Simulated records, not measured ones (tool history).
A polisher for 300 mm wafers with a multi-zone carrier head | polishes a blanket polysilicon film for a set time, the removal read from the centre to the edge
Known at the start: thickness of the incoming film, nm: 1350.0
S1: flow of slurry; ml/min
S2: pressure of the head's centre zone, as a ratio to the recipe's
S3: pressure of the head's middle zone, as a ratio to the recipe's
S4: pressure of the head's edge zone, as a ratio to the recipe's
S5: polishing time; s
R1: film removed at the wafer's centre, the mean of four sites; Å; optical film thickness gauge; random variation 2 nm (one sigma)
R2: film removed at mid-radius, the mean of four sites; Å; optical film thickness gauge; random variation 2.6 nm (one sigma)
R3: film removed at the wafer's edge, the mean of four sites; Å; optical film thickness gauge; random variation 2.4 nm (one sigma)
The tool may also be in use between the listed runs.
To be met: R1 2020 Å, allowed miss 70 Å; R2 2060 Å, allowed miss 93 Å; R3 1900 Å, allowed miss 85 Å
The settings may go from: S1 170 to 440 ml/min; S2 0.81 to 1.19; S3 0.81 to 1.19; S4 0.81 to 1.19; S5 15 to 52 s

run  hour   S1    S2    S3    S4  S5      R1      R2      R3
  1     0  280     1     1     1  33  3106.1  3160.2  3108.4
  2   1.6  280     1     1  0.97  29  2709.8  2750.6  2721.6
  3   8.9  285  1.01  1.02  0.94  26  2467.4  2446.1  2390.6
  4  12.7  285     1  1.04  0.91  25  2322.5  2471.4  2268.2
  5    21  320     1  1.04  0.91  25  2358.1  2397.2  2217.9
  6  29.5  330  0.98  1.03  0.89  24  2261.4  2281.7  2185.4
  7  34.9  330  0.98  1.04  0.88  23  2135.5  2239.9  2100.3
  8  40.6  335  0.99  1.04  0.87  22  2037.4  2171.5    1967
  9  43.1  340     1  1.03  0.86  22  2060.5  2153.6  1990.5
 10  47.8  345  1.01  1.02  0.85  22  2078.2  2064.5  2008.3
 11  48.6  345  1.01  1.03  0.84  22  2119.1  2167.3  1931.7
 12  53.6  345     1  1.02  0.84  22  2104.5  2093.9  1901.8

4 next moves are on the table. One of them brings every result within its allowed miss. Which?
  A  58.6  335  1.07  0.99  0.82  22   ?   ?   ?
  B  58.6  440  1.12  1.06  0.89  20   ?   ?   ?
  C  58.6  320  1.03  0.99  0.81  23   ?   ?   ?
  D  58.6  265  1.05  1.08  0.92  21   ?   ?   ?

move      R1      R2      R3
   A  2229.5  2070.8  1903.9
   B  2167.7  2027.1  1820.1
   C  2234.4  2157.8  1974.5
   D  2045.5  2081.2  1884.3
A: further off than the last run
B: further off than the last run
C: further off than the last run
D: meets every target
Move D is the one to make.
